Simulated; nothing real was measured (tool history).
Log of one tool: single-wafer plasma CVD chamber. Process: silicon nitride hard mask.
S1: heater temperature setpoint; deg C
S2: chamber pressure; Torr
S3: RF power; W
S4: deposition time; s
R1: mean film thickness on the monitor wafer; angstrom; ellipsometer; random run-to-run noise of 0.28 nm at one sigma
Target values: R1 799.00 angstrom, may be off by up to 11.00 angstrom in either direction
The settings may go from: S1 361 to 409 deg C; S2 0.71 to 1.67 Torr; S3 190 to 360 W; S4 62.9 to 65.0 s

run,day,S1,S2,S3,S4,R1
1,0.000,385,1.19,275,62.9,670.20
2,0.333,385,1.19,255,62.9,645.27
3,0.567,385,1.29,265,63.0,676.23
4,0.700,385,1.29,265,62.9,681.02
5,1.008,385,1.37,270,62.9,700.06
6,1.342,393,1.37,270,62.9,700.89
7,1.404,393,1.43,275,62.9,717.64
8,1.567,393,1.48,280,62.9,734.21
9,1.662,393,1.67,300,63.0,791.06

Next run, 5 choices. One meets every target within its allowed miss, the rest don't. Which?
A,1.758,394,1.63,280,65.0,?
B,1.758,388,1.56,290,64.5,?
C,1.758,390,1.67,290,62.9,?
D,1.758,385,1.67,300,64.1,?
E,1.758,403,1.59,285,65.0,?

move,R1
A,780.73
B,779.18
C,776.04
D,805.99
E,777.81
A: lands further from the targets than the last run did
B: lands further from the targets than the last run did
C: lands further from the targets than the last run did
D: all results in spec
E: lands further from the targets than the last run did
The right move is D.
